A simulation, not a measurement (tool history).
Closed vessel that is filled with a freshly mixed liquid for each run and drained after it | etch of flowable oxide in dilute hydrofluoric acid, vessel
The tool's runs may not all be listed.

run,hour,temperature setpoint of the liquid (K),parts of water to one part of 49 % hydrofluoric acid (parts by volume),time in the liquid (s),thickness taken off the flowable oxide on a monitor wafer (Å)
1,0,298.15,95,30,69.03
2,5.9,298.15,120,30,53.804
3,12.7,298.15,155,30,39.828
4,16.8,299.65,140,30,48.005
5,22.3,300.65,125,30,57.03
6,22.9,300.65,125,30,56.104
7,27.2,301.65,115,30,65.352

Forecast run 8:
8,33.4,302.65,105,30,?

Run 8 gave thickness taken off the flowable oxide on a monitor wafer (Å) 74.958.
